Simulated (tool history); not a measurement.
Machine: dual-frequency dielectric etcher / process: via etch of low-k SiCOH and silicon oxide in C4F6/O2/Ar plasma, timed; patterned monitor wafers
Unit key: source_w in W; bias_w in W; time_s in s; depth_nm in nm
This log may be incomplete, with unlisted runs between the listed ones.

{"run": 1, "day": 0.0, "source_w": 360, "bias_w": 171, "time_s": 83.0, "depth_nm": 217.61}
{"run": 2, "day": 0.25, "source_w": 360, "bias_w": 171, "time_s": 83.0, "depth_nm": 216.61}
{"run": 3, "day": 0.321, "source_w": 330, "bias_w": 168, "time_s": 83.0, "depth_nm": 209.9}
{"run": 4, "day": 0.646, "source_w": 330, "bias_w": 168, "time_s": 83.0, "depth_nm": 209.56}
{"run": 5, "day": 0.983, "source_w": 330, "bias_w": 197, "time_s": 83.0, "depth_nm": 220.33}
{"run": 6, "day": 1.338, "source_w": 300, "bias_w": 193, "time_s": 83.0, "depth_nm": 211.22}

Run 7 comes next. What will it give?
{"run": 7, "day": 1.538, "source_w": 280, "bias_w": 191, "time_s": 83.0, "depth_nm": "?"}

Run 7 yielded depth_nm 206.83 nm.

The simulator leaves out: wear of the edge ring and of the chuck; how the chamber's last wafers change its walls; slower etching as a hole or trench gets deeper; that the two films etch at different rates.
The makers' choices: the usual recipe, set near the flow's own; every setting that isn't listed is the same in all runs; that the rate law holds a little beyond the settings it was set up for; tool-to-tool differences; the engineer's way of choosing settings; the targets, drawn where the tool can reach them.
